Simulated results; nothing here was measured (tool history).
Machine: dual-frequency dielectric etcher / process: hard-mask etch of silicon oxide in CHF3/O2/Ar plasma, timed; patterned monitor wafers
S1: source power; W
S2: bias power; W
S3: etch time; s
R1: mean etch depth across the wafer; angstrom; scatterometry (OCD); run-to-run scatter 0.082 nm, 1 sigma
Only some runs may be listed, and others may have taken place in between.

run	hour	S1	S2	S3	R1
1	0	490	127	21	318.19
2	5.8	520	131	21	327.39
3	8.7	440	131	21	310
4	11	440	147	21	321.39
5	18.6	440	147	21	320.91
6	26.4	380	147	21	305.84
7	32.2	420	152	21	320.81

Estimate the outcome of run 8 from the log above:
8	33.3	450	156	21	?

{"run 8": {"R1": 330.04}}
